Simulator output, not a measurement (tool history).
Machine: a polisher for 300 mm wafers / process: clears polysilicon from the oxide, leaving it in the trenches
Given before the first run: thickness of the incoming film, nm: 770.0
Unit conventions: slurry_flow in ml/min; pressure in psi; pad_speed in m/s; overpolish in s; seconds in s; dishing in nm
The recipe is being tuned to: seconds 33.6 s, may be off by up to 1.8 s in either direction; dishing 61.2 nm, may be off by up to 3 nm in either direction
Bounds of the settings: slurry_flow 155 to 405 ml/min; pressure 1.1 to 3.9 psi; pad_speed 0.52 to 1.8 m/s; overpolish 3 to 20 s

{"run": 1, "hour": 0.0, "slurry_flow": 260, "pressure": 2.5, "pad_speed": 1.16, "overpolish": 10, "seconds": 63.862, "dishing": 52.777}
{"run": 2, "hour": 3.8, "slurry_flow": 260, "pressure": 2.1, "pad_speed": 1.16, "overpolish": 10, "seconds": 76.371, "dishing": 47.96}
{"run": 3, "hour": 11.1, "slurry_flow": 260, "pressure": 2.1, "pad_speed": 1.16, "overpolish": 9, "seconds": 75.139, "dishing": 47.106}
{"run": 4, "hour": 15.4, "slurry_flow": 260, "pressure": 2.1, "pad_speed": 1.16, "overpolish": 12, "seconds": 77.002, "dishing": 51.698}
{"run": 5, "hour": 22.3, "slurry_flow": 260, "pressure": 2.1, "pad_speed": 0.88, "overpolish": 12, "seconds": 97.976, "dishing": 47.633}
{"run": 6, "hour": 28.0, "slurry_flow": 260, "pressure": 2.6, "pad_speed": 0.98, "overpolish": 10, "seconds": 72.989, "dishing": 48.708}
{"run": 7, "hour": 30.1, "slurry_flow": 270, "pressure": 3.3, "pad_speed": 1.3, "overpolish": 9, "seconds": 42.873, "dishing": 56.545}
{"run": 8, "hour": 38.3, "slurry_flow": 270, "pressure": 3.5, "pad_speed": 1.32, "overpolish": 9, "seconds": 38.907, "dishing": 56.452}
{"run": 9, "hour": 44.3, "slurry_flow": 270, "pressure": 3.6, "pad_speed": 1.32, "overpolish": 9, "seconds": 40.343, "dishing": 57.082}

Which one of the following 4 next-run settings gets every result inside its allowed miss? There is exactly one.
{"run": "A", "hour": 50.3, "slurry_flow": 320, "pressure": 3.8, "pad_speed": 1.6, "overpolish": 11, "seconds": "?", "dishing": "?"}
{"run": "B", "hour": 50.3, "slurry_flow": 245, "pressure": 3.9, "pad_speed": 1.42, "overpolish": 14, "seconds": "?", "dishing": "?"}
{"run": "C", "hour": 50.3, "slurry_flow": 225, "pressure": 3.9, "pad_speed": 1.7, "overpolish": 6, "seconds": "?", "dishing": "?"}
{"run": "D", "hour": 50.3, "slurry_flow": 250, "pressure": 3.9, "pad_speed": 1.68, "overpolish": 5, "seconds": "?", "dishing": "?"}

move=A seconds=30.731 dishing=60.663
move=B seconds=34.612 dishing=61.026
move=C seconds=29.345 dishing=56.177
move=D seconds=29.296 dishing=53.519
A: moves the result that the last run missed by most past its target, out the other side
B: all results in spec
C: moves the result that the last run missed by most past its target, out the other side
D: moves the result that the last run missed by most past its target, out the other side
B is the move that brings every result within its allowed miss.
